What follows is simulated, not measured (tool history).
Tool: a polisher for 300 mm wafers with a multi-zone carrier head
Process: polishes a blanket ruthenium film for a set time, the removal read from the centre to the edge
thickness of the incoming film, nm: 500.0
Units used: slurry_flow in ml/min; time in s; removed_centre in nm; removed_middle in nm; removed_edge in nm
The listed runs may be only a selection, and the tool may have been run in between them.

Run 1, hour 0: slurry_flow 125 ml/min, centre_zone 1, middle_zone 1, edge_zone 1, time 73 s. Result: removed_centre 101.4 nm, removed_middle 105.26 nm, removed_edge 101.71 nm.
Run 2, hour 2: slurry_flow 125 ml/min, centre_zone 1, middle_zone 1, edge_zone 0.91, time 73 s. Result: removed_centre 100.56 nm, removed_middle 106.16 nm, removed_edge 98.956 nm.
Run 3, hour 9: slurry_flow 125 ml/min, centre_zone 1.06, middle_zone 1, edge_zone 0.91, time 73 s. Result: removed_centre 106.99 nm, removed_middle 105.99 nm, removed_edge 98.975 nm.
Run 4, hour 10.6: slurry_flow 135 ml/min, centre_zone 1.02, middle_zone 1, edge_zone 0.98, time 77 s. Result: removed_centre 109.97 nm, removed_middle 113.35 nm, removed_edge 110.49 nm.
Run 5, hour 14.2: slurry_flow 135 ml/min, centre_zone 1.02, middle_zone 1, edge_zone 1.01, time 77 s. Result: removed_centre 108.48 nm, removed_middle 112.02 nm, removed_edge 110.25 nm.
Run 6, hour 18.3: slurry_flow 150 ml/min, centre_zone 1.03, middle_zone 1.01, edge_zone 1.04, time 79 s. Result: removed_centre 117.74 nm, removed_middle 119.18 nm, removed_edge 113.83 nm.

Expected results for the next run?
Run 7, hour 20.8: slurry_flow 150 ml/min, centre_zone 1.01, middle_zone 1, edge_zone 1.06, time 82 s. Result: removed_centre ?, removed_middle ?, removed_edge ?.

removed_centre: 120.3 nm
removed_middle: 121.81 nm
removed_edge: 122.38 nm
